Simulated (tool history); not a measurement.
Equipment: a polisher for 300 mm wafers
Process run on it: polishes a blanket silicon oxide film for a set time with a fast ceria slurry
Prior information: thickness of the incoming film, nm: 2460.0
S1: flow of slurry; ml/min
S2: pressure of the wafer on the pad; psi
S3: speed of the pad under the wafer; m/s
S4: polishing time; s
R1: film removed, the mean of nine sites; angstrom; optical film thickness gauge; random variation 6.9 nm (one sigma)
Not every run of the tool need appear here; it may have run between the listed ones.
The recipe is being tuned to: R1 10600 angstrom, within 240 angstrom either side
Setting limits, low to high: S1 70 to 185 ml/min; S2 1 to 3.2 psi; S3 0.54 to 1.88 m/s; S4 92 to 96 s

run,hour,S1,S2,S3,S4,R1
1,0,120,2.1,1.2,92,12726
2,6.7,120,2.3,1.2,92,13879
3,14.9,120,2.3,1.2,96,14480
4,21.1,145,2.3,1.2,96,14908
5,26.9,145,2.3,0.9,96,12343
6,31.1,140,2.2,0.9,96,11699
7,39,135,2.2,0.9,96,11648
8,44.2,130,2.2,0.9,96,11590
9,53.2,125,2.2,0.9,96,11398
10,55.4,120,2.2,0.9,96,11280
11,63.7,95,2.1,0.9,96,10384
12,72.3,95,2.1,0.9,96,10380

Pick the move, out of 5, that brings all results within their allowed miss; only one does.
A,80.9,85,2.1,0.9,96,?
B,80.9,105,1.8,1.1,92,?
C,80.9,100,2,0.86,96,?
D,80.9,95,2.1,0.96,94,?
E,80.9,75,2,1.04,94,?

move,R1
A,10059
B,10039
C,9654.3
D,10571
E,10076
A: the biggest miss grows against the last run
B: the biggest miss grows against the last run
C: the biggest miss grows against the last run
D: in spec on every target
E: the biggest miss grows against the last run
Correct choice: D, which meets every target
